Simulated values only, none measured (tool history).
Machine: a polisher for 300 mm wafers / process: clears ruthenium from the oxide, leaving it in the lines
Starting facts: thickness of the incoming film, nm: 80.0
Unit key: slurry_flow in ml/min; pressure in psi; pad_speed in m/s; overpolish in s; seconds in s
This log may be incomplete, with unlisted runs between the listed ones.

run  hour  slurry_flow  pressure  pad_speed  overpolish  seconds
  1     0          295       1.6       0.78           8   134.53
  2   8.5          295       1.5       0.76           8   143.21
  3  12.3          295       1.5       0.76           8   142.02
  4  15.6          295       1.8       0.76           8   121.67
  5  24.3          355       1.8       0.76           8   125.58
  6  31.5          355       1.7       0.74           8   139.42
  7    39          350       1.2       0.64           8   188.21
  8  41.4          350       1.2       0.64           8   194.98

What does the tool deliver on the next run?
  9    44          350       1.1       0.62           8        ?

seconds: 216.1 s
